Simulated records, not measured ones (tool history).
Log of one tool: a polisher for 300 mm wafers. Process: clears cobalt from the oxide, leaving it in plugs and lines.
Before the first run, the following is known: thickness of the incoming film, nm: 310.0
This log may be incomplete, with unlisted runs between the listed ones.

run	day	flow of slurry (ml/min)	pressure of the wafer on the pad (kPa)	speed of the pad under the wafer (cm/s)	overpolish time after the end point (s)	time until the end point was called (s)	dishing of a wide line in a test structure (nm)
1	0	320	12.4	80	17	94.058	41.327
2	0.075	320	15.2	80	17	76.249	46.19
3	0.117	315	15.9	74	14	78.112	42.559
4	0.146	315	17.9	74	14	70.416	43.039
5	0.217	355	17.9	70	12	71.781	39.516
6	0.329	415	17.9	70	12	71.798	39.984
7	0.562	365	17.9	68	10	75.922	33.945
8	0.746	325	17.9	68	9	76.596	30.566
9	0.975	295	17.9	68	8	76.28	28.006

Run 10 has not been measured yet. What should we expect?
10	1.038	270	17.9	68	7	?	?

time until the end point was called (s): 78.115
dishing of a wide line in a test structure (nm): 24.304
